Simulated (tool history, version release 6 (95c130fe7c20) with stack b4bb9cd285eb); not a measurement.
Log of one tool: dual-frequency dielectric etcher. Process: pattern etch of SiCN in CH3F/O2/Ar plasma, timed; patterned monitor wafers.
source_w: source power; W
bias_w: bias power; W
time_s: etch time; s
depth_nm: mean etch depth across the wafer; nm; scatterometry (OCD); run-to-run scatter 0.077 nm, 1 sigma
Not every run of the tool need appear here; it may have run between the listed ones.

run	hour	source_w	bias_w	time_s	depth_nm
1	0	290	102	69.5	25.419
2	6.1	290	102	69.5	25.112
3	11.1	280	102	69.5	24.933
4	17.2	270	102	69.5	24.678
5	21.4	300	102	69.5	25.404
6	30.4	260	102	69.5	24.154
7	35.5	250	102	69.5	23.823
8	41.5	250	102	69.5	23.994
9	46.4	240	102	69.5	23.624

Run 10, settings as shown, results not yet in. Your forecast:
10	47.7	240	102	69.5	?

depth_nm: 23.469 nm
